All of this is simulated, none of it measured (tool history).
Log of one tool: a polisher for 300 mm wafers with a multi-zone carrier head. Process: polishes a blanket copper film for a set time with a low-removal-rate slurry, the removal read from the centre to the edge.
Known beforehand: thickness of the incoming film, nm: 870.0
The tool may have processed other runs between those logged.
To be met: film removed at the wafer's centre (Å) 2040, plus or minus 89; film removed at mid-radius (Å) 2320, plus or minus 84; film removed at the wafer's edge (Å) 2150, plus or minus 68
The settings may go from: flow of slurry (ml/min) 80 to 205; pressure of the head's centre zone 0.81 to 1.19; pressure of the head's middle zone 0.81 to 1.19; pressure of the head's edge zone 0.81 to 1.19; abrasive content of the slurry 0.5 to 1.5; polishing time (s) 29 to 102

| run | hour | flow of slurry (ml/min) | pressure of the head's centre zone | pressure of the head's middle zone | pressure of the head's edge zone | abrasive content of the slurry | polishing time (s) | film removed at the wafer's centre (Å) | film removed at mid-radius (Å) | film removed at the wafer's edge (Å) |
|---|---|---|---|---|---|---|---|---|---|---|
| 1 | 0 | 135 | 1 | 1 | 1 | 1 | 65 | 3016.4 | 2943.1 | 2957.6 |
| 2 | 8.1 | 130 | 0.97 | 1 | 0.97 | 0.9 | 63 | 2753.8 | 2755.5 | 2772.8 |
| 3 | 16.2 | 125 | 0.95 | 1.02 | 0.95 | 0.8 | 61 | 2524.9 | 2620.7 | 2568.6 |
| 4 | 20.9 | 150 | 0.95 | 1.02 | 0.95 | 0.8 | 61 | 2620.1 | 2716.7 | 2664.5 |
| 5 | 25.3 | 175 | 0.95 | 1.02 | 0.95 | 0.8 | 61 | 2742.9 | 2831.4 | 2702 |
| 6 | 34.2 | 175 | 0.98 | 1.02 | 0.95 | 0.8 | 61 | 2906.2 | 2785 | 2716.6 |
| 7 | 38.3 | 175 | 0.98 | 1.02 | 0.95 | 0.8 | 61 | 2893.9 | 2798.5 | 2751.8 |
| 8 | 46.7 | 175 | 0.98 | 1.02 | 0.95 | 0.8 | 61 | 2876.4 | 2853.1 | 2730.1 |
| 9 | 51.1 | 165 | 0.96 | 1.02 | 0.92 | 0.75 | 60 | 2667.6 | 2692.8 | 2631.9 |
| 10 | 55.8 | 160 | 0.95 | 1.04 | 0.92 | 0.7 | 58 | 2491.5 | 2573.2 | 2465.9 |
| 11 | 63 | 125 | 0.87 | 1.07 | 0.85 | 0.65 | 58 | 2141.9 | 2493.1 | 2244.4 |
| 12 | 64.7 | 120 | 0.87 | 1.06 | 0.85 | 0.65 | 58 | 2134.4 | 2483.5 | 2224.6 |
| 13 | 66.6 | 115 | 0.87 | 1.05 | 0.85 | 0.65 | 58 | 2054.8 | 2364.7 | 2232.9 |

4 candidate next runs follow, results not yet known. Just one meets every target within its allowed miss. Identify it.
| A | 68.5 | 120 | 0.84 | 0.95 | 0.86 | 0.65 | 60 | ? | ? | ? |
| B | 68.5 | 115 | 0.89 | 1.02 | 0.91 | 0.75 | 58 | ? | ? | ? |
| C | 68.5 | 115 | 0.9 | 1.12 | 0.88 | 0.7 | 54 | ? | ? | ? |
| D | 68.5 | 130 | 0.89 | 0.94 | 0.89 | 0.55 | 60 | ? | ? | ? |

| move | film removed at the wafer's centre (Å) | film removed at mid-radius (Å) | film removed at the wafer's edge (Å) |
|---|---|---|---|
| A | 2121.6 | 2343.4 | 2330.5 |
| B | 2194.7 | 2374 | 2343.5 |
| C | 2044.9 | 2297.8 | 2123.5 |
| D | 2245.3 | 2320.1 | 2342.6 |
A: misses by more than the last run did
B: misses by more than the last run did
C: all results land within tolerance of their targets
D: misses by more than the last run did
Correct choice: C, which meets every target

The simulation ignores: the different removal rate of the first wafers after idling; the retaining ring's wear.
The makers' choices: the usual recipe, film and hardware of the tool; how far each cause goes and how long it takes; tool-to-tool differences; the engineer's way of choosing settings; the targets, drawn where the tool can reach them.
